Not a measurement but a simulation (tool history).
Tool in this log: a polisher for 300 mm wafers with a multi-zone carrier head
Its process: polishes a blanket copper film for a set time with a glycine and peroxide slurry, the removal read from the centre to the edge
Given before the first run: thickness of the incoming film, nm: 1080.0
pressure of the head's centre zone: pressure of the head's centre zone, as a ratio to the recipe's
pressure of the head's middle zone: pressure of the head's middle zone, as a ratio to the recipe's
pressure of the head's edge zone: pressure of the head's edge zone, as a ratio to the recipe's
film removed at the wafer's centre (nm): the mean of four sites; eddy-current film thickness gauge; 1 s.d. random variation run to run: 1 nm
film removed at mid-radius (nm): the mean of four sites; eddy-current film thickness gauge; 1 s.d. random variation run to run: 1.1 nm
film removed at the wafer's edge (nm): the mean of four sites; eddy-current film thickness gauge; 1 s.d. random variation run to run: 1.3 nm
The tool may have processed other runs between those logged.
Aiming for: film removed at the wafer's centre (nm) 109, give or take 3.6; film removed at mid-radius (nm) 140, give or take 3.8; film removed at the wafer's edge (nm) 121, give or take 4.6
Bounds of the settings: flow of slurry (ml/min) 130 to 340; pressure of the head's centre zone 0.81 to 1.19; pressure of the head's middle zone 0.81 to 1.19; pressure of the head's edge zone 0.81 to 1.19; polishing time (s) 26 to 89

run	hour	flow of slurry (ml/min)	pressure of the head's centre zone	pressure of the head's middle zone	pressure of the head's edge zone	polishing time (s)	film removed at the wafer's centre (nm)	film removed at mid-radius (nm)	film removed at the wafer's edge (nm)
1	0	220	1	1	1	57	196.26	205.1	195.24
2	5.5	220	1	0.92	1	57	196.7	191.31	198.33
3	7.9	210	0.95	0.95	0.95	50	164.37	172.1	165.48
4	10.3	195	0.91	0.97	0.94	46	143.12	159.14	148.43
# hour 17.1: edge zone pressure recalibrated
5	17.1	195	0.91	0.97	0.94	60	188.4	207.72	200.68
6	23	185	0.88	0.99	0.93	53	160.56	185.83	177.96
7	28.3	190	0.86	1	0.91	47	140.57	164.43	157.03
8	32.3	175	0.85	1.03	0.88	43	123.52	153.72	138.13
9	39.7	165	0.85	1.03	0.86	42	117.78	149.41	133.32
10	42.4	160	0.86	1.03	0.84	41	118.43	143.25	131.4
11	48.9	165	0.86	1.05	0.84	40	115.89	143.75	124.61

Consider the 5 candidate settings below. Which is the only one whose results all fall within their allowed miss of target?
A	55.4	150	0.93	1.18	0.81	36	?	?	?
B	55.4	190	0.81	1.06	0.81	35	?	?	?
C	55.4	155	0.84	0.99	0.83	39	?	?	?
D	55.4	195	0.84	1.08	0.85	37	?	?	?
E	55.4	160	0.86	1.19	0.81	35	?	?	?

move	film removed at the wafer's centre (nm)	film removed at mid-radius (nm)	film removed at the wafer's edge (nm)
A	108.12	139.82	110.48
B	98.225	129.7	111.13
C	108.11	131.34	121.89
D	107.59	139.88	120.34
E	99.84	138.82	108.44
A: brings the last run's worst result on target, with another outside its allowed miss
B: pushes the last run's worst result past its target
C: brings the last run's worst result on target, with another outside its allowed miss
D: hits every target within its allowed miss
E: pushes the last run's worst result past its target
D is the move that brings every result within its allowed miss.
